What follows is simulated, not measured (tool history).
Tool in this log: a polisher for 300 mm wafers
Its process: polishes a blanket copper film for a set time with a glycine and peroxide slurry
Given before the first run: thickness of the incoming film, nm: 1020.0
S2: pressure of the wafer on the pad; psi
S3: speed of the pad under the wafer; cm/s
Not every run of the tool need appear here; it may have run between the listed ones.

Run 1, hour 0.0: flow of slurry (ml/min) 180, S2 2.0 psi, S3 88 cm/s, polishing time (s) 62. Result: film removed (Å) 1997.2.
Run 2, hour 1.2: flow of slurry (ml/min) 180, S2 2.0 psi, S3 88 cm/s, polishing time (s) 57. Result: film removed (Å) 1849.4.
Run 3, hour 6.5: flow of slurry (ml/min) 180, S2 2.0 psi, S3 104 cm/s, polishing time (s) 57. Result: film removed (Å) 2085.6.
Run 4, hour 9.3: flow of slurry (ml/min) 180, S2 2.0 psi, S3 96 cm/s, polishing time (s) 57. Result: film removed (Å) 1930.6.
Run 5, hour 12.3: flow of slurry (ml/min) 180, S2 2.2 psi, S3 96 cm/s, polishing time (s) 57. Result: film removed (Å) 2086.4.
Run 6, hour 18.4: flow of slurry (ml/min) 180, S2 2.0 psi, S3 96 cm/s, polishing time (s) 57. Result: film removed (Å) 1973.2.
At hour 25.9: slurry nozzle cleaned.
Run 7, hour 25.9: flow of slurry (ml/min) 175, S2 1.8 psi, S3 94 cm/s, polishing time (s) 57. Result: film removed (Å) 1823.3.
Run 8, hour 27.6: flow of slurry (ml/min) 175, S2 1.6 psi, S3 92 cm/s, polishing time (s) 57. Result: film removed (Å) 1651.9.
Run 9, hour 35.2: flow of slurry (ml/min) 175, S2 1.5 psi, S3 92 cm/s, polishing time (s) 57. Result: film removed (Å) 1571.1.
Run 10, hour 37.3: flow of slurry (ml/min) 175, S2 1.4 psi, S3 92 cm/s, polishing time (s) 57. Result: film removed (Å) 1510.0.

For run 11, what comes out?
Run 11, hour 42.3: flow of slurry (ml/min) 175, S2 1.3 psi, S3 92 cm/s, polishing time (s) 57. Result: film removed (Å) ?.

Run 11 measured film removed (Å) 1434.2.

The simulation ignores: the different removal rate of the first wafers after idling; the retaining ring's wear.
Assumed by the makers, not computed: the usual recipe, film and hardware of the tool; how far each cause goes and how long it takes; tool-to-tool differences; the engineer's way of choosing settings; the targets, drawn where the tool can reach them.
